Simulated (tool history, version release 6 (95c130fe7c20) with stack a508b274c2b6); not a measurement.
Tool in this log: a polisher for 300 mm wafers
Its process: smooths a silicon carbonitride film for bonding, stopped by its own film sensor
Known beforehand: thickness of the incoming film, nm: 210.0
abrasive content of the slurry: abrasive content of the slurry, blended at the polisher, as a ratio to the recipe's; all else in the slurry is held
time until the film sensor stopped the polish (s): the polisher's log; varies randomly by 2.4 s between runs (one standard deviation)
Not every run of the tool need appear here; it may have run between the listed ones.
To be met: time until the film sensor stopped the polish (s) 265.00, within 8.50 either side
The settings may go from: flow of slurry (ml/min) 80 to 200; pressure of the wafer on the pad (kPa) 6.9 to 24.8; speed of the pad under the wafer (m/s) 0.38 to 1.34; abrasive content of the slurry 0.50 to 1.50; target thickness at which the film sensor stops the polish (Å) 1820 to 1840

run	hour	flow of slurry (ml/min)	pressure of the wafer on the pad (kPa)	speed of the pad under the wafer (m/s)	abrasive content of the slurry	target thickness at which the film sensor stops the polish (Å)	time until the film sensor stopped the polish (s)
1	0.0	130	15.9	0.86	1.00	1840	140.35
2	8.0	130	15.9	0.86	1.00	1840	139.39
3	14.6	125	14.5	0.86	1.00	1840	151.72
4	15.2	125	13.1	0.84	1.00	1840	166.29
5	22.5	125	12.4	0.82	1.00	1840	172.48
6	29.3	125	12.4	0.82	1.00	1820	188.82
7	37.1	125	11.7	0.82	1.00	1820	198.18
8	44.6	125	11.0	0.82	1.00	1820	207.09
9	47.2	105	6.9	0.82	1.00	1820	285.84

5 candidate next runs follow, results not yet known. Just one meets every target within its allowed miss. Identify it.
A	49.8	105	6.9	0.74	0.95	1820	?
B	49.8	100	6.9	0.82	1.10	1830	?
C	49.8	115	9.0	0.86	0.85	1830	?
D	49.8	100	13.1	0.42	0.95	1840	?
E	49.8	115	8.3	0.72	1.10	1840	?

move	time until the film sensor stopped the polish (s)
A	324.05
B	267.48
C	247.89
D	309.59
E	249.10
A: the biggest miss grows against the last run
B: in spec on every target
C: takes the biggest miss from the last run beyond its target
D: the biggest miss grows against the last run
E: takes the biggest miss from the last run beyond its target
So the answer is move B, the one that meets all the targets.
